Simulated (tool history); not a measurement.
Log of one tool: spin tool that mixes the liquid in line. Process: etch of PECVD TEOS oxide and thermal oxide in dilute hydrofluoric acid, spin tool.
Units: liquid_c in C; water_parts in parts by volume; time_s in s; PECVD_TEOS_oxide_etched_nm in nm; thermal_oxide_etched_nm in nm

run	hour	liquid_c	water_parts	time_s	PECVD_TEOS_oxide_etched_nm	thermal_oxide_etched_nm
1	0.0	24.0	290	165	3.9108	2.2328
2	5.2	22.0	330	165	3.1153	1.7709
3	7.8	22.0	260	165	4.1896	2.4362
4	14.9	22.0	260	130	3.3047	1.8926
5	22.5	24.5	260	130	3.6091	2.0770
6	29.4	24.5	300	130	2.9836	1.7469

Run 7 comes next. What will it give?
7	33.9	20.5	375	125	?	?

PECVD_TEOS_oxide_etched_nm: 1.8800 nm
thermal_oxide_etched_nm: 1.0826 nm
